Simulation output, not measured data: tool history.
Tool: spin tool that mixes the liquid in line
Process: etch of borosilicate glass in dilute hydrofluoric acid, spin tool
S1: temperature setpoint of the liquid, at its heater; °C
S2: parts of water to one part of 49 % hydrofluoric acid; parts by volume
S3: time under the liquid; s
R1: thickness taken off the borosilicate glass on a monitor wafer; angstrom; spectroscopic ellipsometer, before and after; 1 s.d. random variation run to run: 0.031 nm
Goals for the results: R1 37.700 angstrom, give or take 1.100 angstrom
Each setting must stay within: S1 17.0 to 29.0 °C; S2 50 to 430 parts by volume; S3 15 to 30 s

run,hour,S1,S2,S3,R1
1,0.0,21.0,240,30,27.489
2,6.2,18.5,240,30,24.788
3,10.9,20.0,240,30,25.983
4,11.5,20.0,290,30,20.892
5,19.7,20.0,230,30,27.522
6,27.7,21.0,230,30,28.802
7,31.6,22.0,230,30,29.987
8,34.0,23.0,230,30,31.292

Below are 4 possible settings for the next run. Only one of them brings all results inside the allowed miss of their targets. Which is it?
A,36.4,22.0,250,30,?
B,36.4,25.0,260,30,?
C,36.4,21.0,185,30,?
D,36.4,20.5,190,30,?

move,R1
A,26.920
B,28.540
C,37.384
D,35.524
A: lands further from the targets than the last run did
B: lands further from the targets than the last run did
C: each result inside its tolerance
D: nearer than the last run, and not there yet
So the answer is move C, the one that meets all the targets.

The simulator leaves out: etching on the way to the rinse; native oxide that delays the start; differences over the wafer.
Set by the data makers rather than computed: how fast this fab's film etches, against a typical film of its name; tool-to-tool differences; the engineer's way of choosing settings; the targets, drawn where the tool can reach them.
